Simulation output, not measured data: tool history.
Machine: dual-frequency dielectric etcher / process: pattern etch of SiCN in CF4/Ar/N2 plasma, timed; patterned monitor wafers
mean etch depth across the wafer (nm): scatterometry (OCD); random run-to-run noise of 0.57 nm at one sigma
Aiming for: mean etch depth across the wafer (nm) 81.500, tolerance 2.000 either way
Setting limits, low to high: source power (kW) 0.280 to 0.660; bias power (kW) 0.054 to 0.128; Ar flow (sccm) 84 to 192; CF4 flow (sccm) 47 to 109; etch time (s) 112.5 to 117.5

run  hour  source power (kW)  bias power (kW)  Ar flow (sccm)  CF4 flow (sccm)  etch time (s)  mean etch depth across the wafer (nm)
  1   0.0              0.470            0.091             138               78          112.5                                102.020
  2   5.0              0.470            0.091             138               78          112.5                                101.390
  3  11.7              0.470            0.091             118               78          112.5                                105.280
  4  18.2              0.470            0.091             118               66          112.5                                103.740
  5  25.6              0.520            0.091             118               66          112.5                                113.220
  6  29.4              0.490            0.090             118               66          112.5                                107.390
  7  35.5              0.460            0.089             118               66          112.5                                 99.405
  8  36.1              0.360            0.087             119               66          112.5                                 77.823

5 candidate next runs follow, results not yet known. Just one meets every target within its allowed miss. Identify it.
  A  36.7              0.330            0.072             112               79          117.5                                      ?
  B  36.7              0.370            0.098             126               66          117.5                                      ?
  C  36.7              0.360            0.087             102               63          114.5                                      ?
  D  36.7              0.380            0.092             127               72          115.5                                      ?
  E  36.7              0.380            0.055             128               85          117.0                                      ?

move  mean etch depth across the wafer (nm)
   A                                 71.232
   B                                 85.419
   C                                 80.523
   D                                 85.025
   E                                 74.477
A: lands further from the targets than the last run did
B: the result that was furthest off in the last run now lies on the other side of its target
C: each result inside its tolerance
D: the result that was furthest off in the last run now lies on the other side of its target
E: lands further from the targets than the last run did
Move C is the one to make.

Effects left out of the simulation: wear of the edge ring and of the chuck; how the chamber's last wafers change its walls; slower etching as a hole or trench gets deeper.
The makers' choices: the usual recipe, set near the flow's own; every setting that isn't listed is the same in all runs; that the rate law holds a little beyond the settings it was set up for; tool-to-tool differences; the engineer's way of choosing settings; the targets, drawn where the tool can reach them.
